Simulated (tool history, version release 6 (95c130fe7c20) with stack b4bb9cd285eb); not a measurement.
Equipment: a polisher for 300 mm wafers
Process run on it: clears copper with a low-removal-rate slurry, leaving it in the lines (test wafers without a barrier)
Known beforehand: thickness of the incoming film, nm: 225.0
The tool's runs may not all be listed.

run,hour,flow of slurry (ml/min),pressure of the wafer on the pad (psi),speed of the pad under the wafer (cm/s),abrasive content of the slurry,overpolish time after the end point (s),time until the end point was called (s),dishing of a wide line in a test structure (angstrom)
1,0,205,2.8,86,1,28,103.85,421.22
2,3.2,205,2.8,86,1.2,28,98.031,441.97
3,11.8,205,2.5,92,1.3,23,103.34,355.45
4,12.4,205,2.3,100,1.35,19,101.23,308.26
5,15.1,205,2.3,100,1.5,19,100.17,305.94
6,17.8,205,2.3,100,1.5,19,98.567,308.77
7,24.1,230,1.5,124,1.5,8,117.99,111.28
8,25.5,235,1.7,126,1.5,8,101.51,129.95
9,32.5,235,1.7,126,1.5,8,101.86,130.52
10,38.2,235,1.8,128,1.5,8,95.943,142.8
11,44.9,240,1.9,130,1.5,8,88.678,144.78
12,48.9,235,1.9,130,1.5,8,88.049,147.49
# hour 51.1: slurry nozzle cleaned
13,51.1,235,2.1,130,1.5,9,77.198,192.42

Run 14, settings as shown, results not yet in. Your forecast:
14,54.6,250,2.1,130,1.5,9,?,?

time until the end point was called (s): 76.399
dishing of a wide line in a test structure (angstrom): 189.72
